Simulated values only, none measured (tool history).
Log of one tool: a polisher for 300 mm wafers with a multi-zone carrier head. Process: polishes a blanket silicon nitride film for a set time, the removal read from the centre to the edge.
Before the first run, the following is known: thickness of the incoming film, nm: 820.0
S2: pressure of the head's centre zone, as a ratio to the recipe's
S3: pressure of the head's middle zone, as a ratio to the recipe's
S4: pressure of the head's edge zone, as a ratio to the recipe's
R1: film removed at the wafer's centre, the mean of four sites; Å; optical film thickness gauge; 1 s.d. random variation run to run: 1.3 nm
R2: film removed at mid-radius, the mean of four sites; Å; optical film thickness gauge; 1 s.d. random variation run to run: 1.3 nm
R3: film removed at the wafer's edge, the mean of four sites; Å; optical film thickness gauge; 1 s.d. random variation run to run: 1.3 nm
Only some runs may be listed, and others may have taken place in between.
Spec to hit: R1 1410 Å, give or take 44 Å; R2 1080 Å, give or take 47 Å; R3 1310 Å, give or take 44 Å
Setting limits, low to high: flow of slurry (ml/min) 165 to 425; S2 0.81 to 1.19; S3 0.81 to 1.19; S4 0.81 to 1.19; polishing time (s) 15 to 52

run 1 hour=0 | flow_of_slurry_(ml/min)=275 S2=1 S3=1 S4=1 polishing_time_(s)=33 | R1=1018.3 R2=956.72 R3=958.86
run 2 hour=1.8 | flow_of_slurry_(ml/min)=275 S2=1.02 S3=0.98 S4=1.03 polishing_time_(s)=34 | R1=1077.3 R2=947.83 R3=1007.2
run 3 hour=10.3 | flow_of_slurry_(ml/min)=275 S2=0.97 S3=0.98 S4=1.03 polishing_time_(s)=34 | R1=1021.4 R2=978.67 R3=1004.6
run 4 hour=18.8 | flow_of_slurry_(ml/min)=325 S2=0.97 S3=0.98 S4=1.03 polishing_time_(s)=34 | R1=1040.8 R2=955.84 R3=1005
run 5 hour=20.4 | flow_of_slurry_(ml/min)=325 S2=0.97 S3=1.02 S4=1.03 polishing_time_(s)=34 | R1=1020.8 R2=1017.9 R3=1035.4
run 6 hour=24 | flow_of_slurry_(ml/min)=330 S2=1.01 S3=1.02 S4=1.06 polishing_time_(s)=35 | R1=1128.5 R2=1071.7 R3=1039.8
run 7 hour=25.7 | flow_of_slurry_(ml/min)=255 S2=1.01 S3=0.92 S4=1.1 polishing_time_(s)=44 | R1=1362.9 R2=1168.9 R3=1327.2
-- hour=32.3 centre zone pressure recalibrated
run 8 hour=32.3 | flow_of_slurry_(ml/min)=255 S2=1.02 S3=0.91 S4=1.1 polishing_time_(s)=44 | R1=1220.7 R2=1177.8 R3=1352.9
run 9 hour=37.1 | flow_of_slurry_(ml/min)=235 S2=1.05 S3=0.92 S4=1.08 polishing_time_(s)=44 | R1=1274.2 R2=1145.3 R3=1321.5
run 10 hour=37.9 | flow_of_slurry_(ml/min)=275 S2=1.08 S3=0.9 S4=1.05 polishing_time_(s)=44 | R1=1319.9 R2=1168.2 R3=1287.9

5 next moves are on the table. One of them brings every result within its allowed miss. Which?
run A hour=38.7 | flow_of_slurry_(ml/min)=315 S2=1.17 S3=0.88 S4=1.14 polishing_time_(s)=42 | R1=? R2=? R3=?
run B hour=38.7 | flow_of_slurry_(ml/min)=310 S2=1.11 S3=0.97 S4=0.96 polishing_time_(s)=44 | R1=? R2=? R3=?
run C hour=38.7 | flow_of_slurry_(ml/min)=235 S2=1.07 S3=0.92 S4=1.09 polishing_time_(s)=42 | R1=? R2=? R3=?
run D hour=38.7 | flow_of_slurry_(ml/min)=275 S2=1.19 S3=0.81 S4=1.05 polishing_time_(s)=42 | R1=? R2=? R3=?
run E hour=38.7 | flow_of_slurry_(ml/min)=330 S2=1.19 S3=0.89 S4=1.07 polishing_time_(s)=46 | R1=? R2=? R3=?

move=A R1=1399.1 R2=1076.3 R3=1327.5
move=B R1=1388.5 R2=1221.6 R3=1274.4
move=C R1=1231 R2=1079.4 R3=1263.3
move=D R1=1399.7 R2=990.99 R3=1260.7
move=E R1=1566.5 R2=1195.2 R3=1412.6
A: all results in spec
B: brings the result that was furthest off to its target, and leaves another outside
C: moves away from the targets compared with the last run
D: brings the result that was furthest off to its target, and leaves another outside
E: moves the result that the last run missed by most past its target, out the other side
A is the move that brings every result within its allowed miss.
